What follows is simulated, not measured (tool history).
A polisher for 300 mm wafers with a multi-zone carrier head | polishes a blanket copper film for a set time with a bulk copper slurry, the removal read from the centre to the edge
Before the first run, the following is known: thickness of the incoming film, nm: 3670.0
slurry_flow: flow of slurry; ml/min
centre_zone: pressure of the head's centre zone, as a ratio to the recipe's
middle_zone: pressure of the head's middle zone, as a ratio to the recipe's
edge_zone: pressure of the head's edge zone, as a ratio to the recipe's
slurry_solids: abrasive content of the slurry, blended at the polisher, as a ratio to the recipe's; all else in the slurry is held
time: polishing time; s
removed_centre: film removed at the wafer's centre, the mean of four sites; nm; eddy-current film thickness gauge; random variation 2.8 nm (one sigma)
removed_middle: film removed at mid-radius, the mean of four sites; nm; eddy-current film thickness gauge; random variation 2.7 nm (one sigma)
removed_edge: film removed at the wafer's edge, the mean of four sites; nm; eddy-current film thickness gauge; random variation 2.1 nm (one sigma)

{"run": 1, "day": 0.0, "slurry_flow": 175, "centre_zone": 1, "middle_zone": 1, "edge_zone": 1, "slurry_solids": 1, "time": 39, "removed_centre": 261.09, "removed_middle": 268.85, "removed_edge": 267.63}
{"run": 2, "day": 0.308, "slurry_flow": 145, "centre_zone": 1, "middle_zone": 1, "edge_zone": 1, "slurry_solids": 1, "time": 39, "removed_centre": 252.05, "removed_middle": 257.43, "removed_edge": 259.91}
{"run": 3, "day": 0.35, "slurry_flow": 115, "centre_zone": 1, "middle_zone": 1, "edge_zone": 1, "slurry_solids": 1, "time": 39, "removed_centre": 237.25, "removed_middle": 247.21, "removed_edge": 247.07}
{"run": 4, "day": 0.517, "slurry_flow": 115, "centre_zone": 1, "middle_zone": 1.04, "edge_zone": 1, "slurry_solids": 1, "time": 39, "removed_centre": 234.5, "removed_middle": 249.61, "removed_edge": 247.65}
{"run": 5, "day": 0.779, "slurry_flow": 115, "centre_zone": 1, "middle_zone": 1.04, "edge_zone": 1, "slurry_solids": 0.95, "time": 39, "removed_centre": 232.76, "removed_middle": 245.29, "removed_edge": 248.08}
{"run": 6, "day": 0.933, "slurry_flow": 130, "centre_zone": 1.01, "middle_zone": 1.04, "edge_zone": 1.02, "slurry_solids": 0.95, "time": 39, "removed_centre": 246.66, "removed_middle": 256.16, "removed_edge": 257.65}
{"run": 7, "day": 1.233, "slurry_flow": 180, "centre_zone": 1, "middle_zone": 0.95, "edge_zone": 1.12, "slurry_solids": 0.95, "time": 39, "removed_centre": 264.33, "removed_middle": 254.69, "removed_edge": 281.29}
{"run": 8, "day": 1.396, "slurry_flow": 190, "centre_zone": 1, "middle_zone": 0.96, "edge_zone": 1.13, "slurry_solids": 0.95, "time": 39, "removed_centre": 265.22, "removed_middle": 256.78, "removed_edge": 286.79}
{"run": 9, "day": 1.608, "slurry_flow": 200, "centre_zone": 1.01, "middle_zone": 0.97, "edge_zone": 1.13, "slurry_solids": 0.95, "time": 39, "removed_centre": 270.4, "removed_middle": 262.65, "removed_edge": 284.29}

For run 10, what comes out?
{"run": 10, "day": 1.954, "slurry_flow": 205, "centre_zone": 1.01, "middle_zone": 0.97, "edge_zone": 1.14, "slurry_solids": 1, "time": 39, "removed_centre": "?", "removed_middle": "?", "removed_edge": "?"}

{"run 10": {"removed_centre": 274.68, "removed_middle": 268.8, "removed_edge": 291.14}}
